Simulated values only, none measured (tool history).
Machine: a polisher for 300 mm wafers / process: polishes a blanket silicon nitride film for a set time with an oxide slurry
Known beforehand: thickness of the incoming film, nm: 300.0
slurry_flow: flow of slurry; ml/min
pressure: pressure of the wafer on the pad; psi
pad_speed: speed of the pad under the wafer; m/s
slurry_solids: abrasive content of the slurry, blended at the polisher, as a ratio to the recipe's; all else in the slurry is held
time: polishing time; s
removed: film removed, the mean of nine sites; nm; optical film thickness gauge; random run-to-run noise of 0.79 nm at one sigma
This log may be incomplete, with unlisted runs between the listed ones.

run,hour,slurry_flow,pressure,pad_speed,slurry_solids,time,removed
1,0.0,285,4.5,1.30,1.00,69,69.538
2,6.1,285,4.5,1.14,1.00,69,62.194
3,7.2,285,4.5,1.14,0.85,69,58.280
4,10.6,285,4.5,1.14,1.00,69,61.440
5,11.6,285,4.7,1.14,1.00,69,63.427
6,17.0,340,4.7,1.14,1.00,69,65.700
7,22.9,340,4.9,1.14,1.00,69,68.502
8,28.9,340,5.0,1.14,1.00,69,69.598
9,30.1,340,5.1,1.14,1.00,69,72.166

Run 10 has not been measured yet. What should we expect?
10,32.5,340,5.2,1.14,1.00,69,?

{"run 10": {"removed": 71.022}}
